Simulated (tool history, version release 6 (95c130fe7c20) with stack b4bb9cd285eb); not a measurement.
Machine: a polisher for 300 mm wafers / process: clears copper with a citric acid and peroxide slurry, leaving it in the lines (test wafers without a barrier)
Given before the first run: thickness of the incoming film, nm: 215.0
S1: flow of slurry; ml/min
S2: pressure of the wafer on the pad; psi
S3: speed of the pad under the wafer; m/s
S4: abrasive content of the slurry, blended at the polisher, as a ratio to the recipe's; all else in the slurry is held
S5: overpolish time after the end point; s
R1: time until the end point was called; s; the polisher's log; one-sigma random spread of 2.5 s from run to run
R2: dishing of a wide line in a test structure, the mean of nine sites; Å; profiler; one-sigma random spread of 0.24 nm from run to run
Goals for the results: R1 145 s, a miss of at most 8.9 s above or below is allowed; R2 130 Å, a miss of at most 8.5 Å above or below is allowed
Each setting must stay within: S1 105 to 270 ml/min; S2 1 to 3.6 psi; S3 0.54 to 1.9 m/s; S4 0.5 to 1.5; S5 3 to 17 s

run  hour   S1   S2    S3  S4  S5      R1      R2
  1     0  175  2.3  1.22   1   9  107.91  134.75
  2   6.7  175  2.3  1.44   1   9  87.494  151.26
  3   7.6  175    2  1.44   1   9  101.64  138.42
  4  12.7  175  2.3  1.44   1   9  89.255  155.33
  5  15.2  155  2.3  1.44   1   9  91.366   152.8
  6  22.3  155  1.8  1.44   1   9  112.91  118.57
  7    30  155  1.7  1.42   1  10  123.47  125.85
  8  39.1  155  1.3  1.42   1  12  151.92  115.78

Exercise: of the 4 proposed moves below, exactly one satisfies all targets within the stated allowed misses. Which move is it?
  A  48.2  135  1.5  1.48   0.8  10   ?   ?
  B  48.2  160  1.5   1.2  0.95  12   ?   ?
  C  48.2  140  1.3   1.4  1.05  14   ?   ?
  D  48.2  165  1.3  1.64  0.85  12   ?   ?

move      R1      R2
   A  142.64   110.1
   B  162.73  115.36
   C  161.72  132.67
   D  140.75  130.81
A: its largest miss is bigger than the last run's
B: its largest miss is bigger than the last run's
C: meets the target for the result that was furthest off, but another lies outside its allowed miss
D: each result inside its tolerance
Answer: D
